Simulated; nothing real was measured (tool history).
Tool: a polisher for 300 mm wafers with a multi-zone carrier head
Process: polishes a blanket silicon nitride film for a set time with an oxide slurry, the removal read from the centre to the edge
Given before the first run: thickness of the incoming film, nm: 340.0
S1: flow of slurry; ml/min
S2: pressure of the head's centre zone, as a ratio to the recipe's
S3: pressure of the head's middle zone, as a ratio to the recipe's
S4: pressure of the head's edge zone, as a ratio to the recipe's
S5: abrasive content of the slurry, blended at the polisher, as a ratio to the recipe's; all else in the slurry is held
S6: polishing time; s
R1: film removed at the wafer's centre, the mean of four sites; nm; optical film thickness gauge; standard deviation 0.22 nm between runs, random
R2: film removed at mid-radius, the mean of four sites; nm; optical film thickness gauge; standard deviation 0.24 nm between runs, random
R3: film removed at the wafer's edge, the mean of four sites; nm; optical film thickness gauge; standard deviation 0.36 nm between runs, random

| run | hour | S1 | S2 | S3 | S4 | S5 | S6 | R1 | R2 | R3 |
|---|---|---|---|---|---|---|---|---|---|---|
| 1 | 0.0 | 240 | 1.00 | 1.00 | 1.00 | 1.00 | 58 | 31.066 | 32.021 | 31.186 |
| 2 | 1.8 | 240 | 1.04 | 1.00 | 1.00 | 1.00 | 58 | 32.459 | 32.195 | 31.569 |
| 3 | 7.1 | 240 | 1.04 | 1.05 | 1.00 | 1.00 | 58 | 32.118 | 32.981 | 32.132 |
| 4 | 10.3 | 190 | 1.04 | 1.05 | 1.00 | 1.00 | 58 | 31.316 | 32.601 | 31.413 |
| 5 | 11.4 | 145 | 1.04 | 1.05 | 1.00 | 1.00 | 58 | 31.010 | 31.290 | 30.097 |
| 6 | 17.7 | 145 | 1.04 | 1.05 | 1.00 | 1.10 | 58 | 31.827 | 32.786 | 31.872 |
| 7 | 26.1 | 145 | 1.02 | 1.03 | 1.01 | 1.05 | 58 | 30.697 | 30.971 | 31.145 |
| 8 | 31.5 | 145 | 1.00 | 1.01 | 1.00 | 1.00 | 58 | 28.988 | 30.239 | 29.526 |
| 9 | 34.0 | 145 | 0.99 | 0.99 | 1.01 | 0.95 | 58 | 27.665 | 29.384 | 28.725 |
| 10 | 40.1 | 145 | 0.99 | 0.97 | 1.02 | 0.90 | 58 | 27.184 | 27.872 | 29.117 |
| 11 | 41.2 | 145 | 0.98 | 0.95 | 1.01 | 0.85 | 58 | 26.612 | 27.271 | 29.114 |
| 12 | 45.3 | 150 | 0.98 | 0.95 | 0.99 | 0.80 | 57 | 24.891 | 25.858 | 26.321 |

For run 13, what comes out?
| 13 | 53.1 | 150 | 0.98 | 0.94 | 0.99 | 0.80 | 57 | ? | ? | ? |

{"run 13": {"R1": 25.288, "R2": 25.679, "R3": 26.777}}

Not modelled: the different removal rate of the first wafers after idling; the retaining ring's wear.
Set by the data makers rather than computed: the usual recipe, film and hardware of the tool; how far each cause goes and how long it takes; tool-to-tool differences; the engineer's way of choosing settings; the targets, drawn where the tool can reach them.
